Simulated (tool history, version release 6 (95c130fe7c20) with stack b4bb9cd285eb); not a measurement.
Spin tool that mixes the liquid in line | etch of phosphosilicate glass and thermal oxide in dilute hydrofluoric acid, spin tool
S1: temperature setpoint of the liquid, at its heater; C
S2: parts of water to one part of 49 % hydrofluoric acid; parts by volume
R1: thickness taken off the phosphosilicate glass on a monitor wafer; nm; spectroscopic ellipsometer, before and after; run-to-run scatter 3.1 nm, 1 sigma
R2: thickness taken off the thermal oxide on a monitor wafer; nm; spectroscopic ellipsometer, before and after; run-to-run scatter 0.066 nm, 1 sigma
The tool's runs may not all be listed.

run 1 day=0.000 | S1=25.0 S2=45 time_under_the_liquid_(s)=30 | R1=143.950 R2=3.1530
run 2 day=0.296 | S1=27.0 S2=45 time_under_the_liquid_(s)=30 | R1=155.790 R2=3.4731
run 3 day=0.467 | S1=27.0 S2=45 time_under_the_liquid_(s)=25 | R1=129.590 R2=2.8844
run 4 day=0.579 | S1=27.0 S2=55 time_under_the_liquid_(s)=25 | R1=104.100 R2=2.3119
run 5 day=0.933 | S1=25.0 S2=55 time_under_the_liquid_(s)=25 | R1=98.218 R2=2.1409
run 6 day=1.012 | S1=26.0 S2=50 time_under_the_liquid_(s)=25 | R1=112.660 R2=2.5006
run 7 day=1.042 | S1=27.0 S2=45 time_under_the_liquid_(s)=25 | R1=130.250 R2=2.9232
run 8 day=1.154 | S1=27.5 S2=40 time_under_the_liquid_(s)=25 | R1=150.520 R2=3.3207
run 9 day=1.512 | S1=28.5 S2=35 time_under_the_liquid_(s)=25 | R1=180.330 R2=4.0164

Run 10 comes next. What will it give?
run 10 day=1.812 | S1=29.5 S2=30 time_under_the_liquid_(s)=25 | R1=? R2=?

R1: 220.750 nm
R2: 4.8903 nm
